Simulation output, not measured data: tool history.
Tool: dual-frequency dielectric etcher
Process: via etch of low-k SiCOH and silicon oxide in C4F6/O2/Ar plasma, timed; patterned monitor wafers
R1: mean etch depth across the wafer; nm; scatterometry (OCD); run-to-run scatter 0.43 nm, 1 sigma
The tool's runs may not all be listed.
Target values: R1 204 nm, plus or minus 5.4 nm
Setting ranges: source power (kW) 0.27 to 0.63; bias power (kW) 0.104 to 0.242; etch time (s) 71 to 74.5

run 1 hour=0 | source_power_(kW)=0.45 bias_power_(kW)=0.173 etch_time_(s)=71 | R1=179.14
run 2 hour=3.8 | source_power_(kW)=0.45 bias_power_(kW)=0.161 etch_time_(s)=71 | R1=175.2
run 3 hour=8.7 | source_power_(kW)=0.45 bias_power_(kW)=0.161 etch_time_(s)=74.5 | R1=183.8
run 4 hour=14.8 | source_power_(kW)=0.38 bias_power_(kW)=0.161 etch_time_(s)=74.5 | R1=174.39
run 5 hour=16 | source_power_(kW)=0.38 bias_power_(kW)=0.161 etch_time_(s)=71 | R1=167.51
run 6 hour=18.8 | source_power_(kW)=0.42 bias_power_(kW)=0.176 etch_time_(s)=72 | R1=179.21
run 7 hour=21.2 | source_power_(kW)=0.46 bias_power_(kW)=0.183 etch_time_(s)=72 | R1=187.43
run 8 hour=25.4 | source_power_(kW)=0.48 bias_power_(kW)=0.187 etch_time_(s)=72 | R1=190.36
run 9 hour=27.7 | source_power_(kW)=0.5 bias_power_(kW)=0.191 etch_time_(s)=72 | R1=194.13
run 10 hour=31.2 | source_power_(kW)=0.51 bias_power_(kW)=0.194 etch_time_(s)=72 | R1=196.7
run 11 hour=33.5 | source_power_(kW)=0.52 bias_power_(kW)=0.196 etch_time_(s)=72 | R1=198.07

4 candidate next runs follow, results not yet known. Just one meets every target within its allowed miss. Identify it.
run A hour=35.8 | source_power_(kW)=0.54 bias_power_(kW)=0.185 etch_time_(s)=71 | R1=?
run B hour=35.8 | source_power_(kW)=0.48 bias_power_(kW)=0.181 etch_time_(s)=72 | R1=?
run C hour=35.8 | source_power_(kW)=0.49 bias_power_(kW)=0.177 etch_time_(s)=73.5 | R1=?
run D hour=35.8 | source_power_(kW)=0.48 bias_power_(kW)=0.208 etch_time_(s)=74.5 | R1=?

move=A R1=193.9
move=B R1=188.17
move=C R1=191.89
move=D R1=204.05
A: the biggest miss grows against the last run
B: the biggest miss grows against the last run
C: the biggest miss grows against the last run
D: in spec on every target
Answer: D
